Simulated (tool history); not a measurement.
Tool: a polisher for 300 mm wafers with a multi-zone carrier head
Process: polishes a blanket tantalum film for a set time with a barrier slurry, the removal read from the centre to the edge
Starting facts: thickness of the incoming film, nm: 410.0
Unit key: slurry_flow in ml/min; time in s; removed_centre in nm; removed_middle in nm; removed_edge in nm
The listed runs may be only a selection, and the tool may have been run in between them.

run,hour,slurry_flow,centre_zone,middle_zone,edge_zone,slurry_solids,time,removed_centre,removed_middle,removed_edge
1,0.0,130,1.00,1.00,1.00,1.00,72,114.160,117.930,118.460
2,2.7,130,1.08,1.00,1.00,1.00,72,122.910,117.660,116.860
3,5.3,120,1.06,0.96,0.98,0.90,72,111.950,104.700,108.750
4,12.0,120,1.06,1.04,0.98,0.90,72,112.340,111.410,111.050
5,16.6,120,1.06,1.04,0.98,1.05,72,121.480,119.140,117.440
6,21.9,120,1.12,1.04,0.98,1.05,72,126.980,118.800,117.830
7,28.4,110,1.09,1.00,0.96,1.00,72,117.240,110.880,113.270
8,34.2,95,1.04,0.90,0.88,0.75,70,91.481,85.920,88.463
9,43.1,100,1.04,0.89,0.91,0.75,70,93.289,88.501,90.923

What does the tool deliver on the next run?
10,49.0,100,1.04,0.87,0.94,0.75,70,?,?,?

{"run 10": {"removed_centre": 93.266, "removed_middle": 84.426, "removed_edge": 92.714}}

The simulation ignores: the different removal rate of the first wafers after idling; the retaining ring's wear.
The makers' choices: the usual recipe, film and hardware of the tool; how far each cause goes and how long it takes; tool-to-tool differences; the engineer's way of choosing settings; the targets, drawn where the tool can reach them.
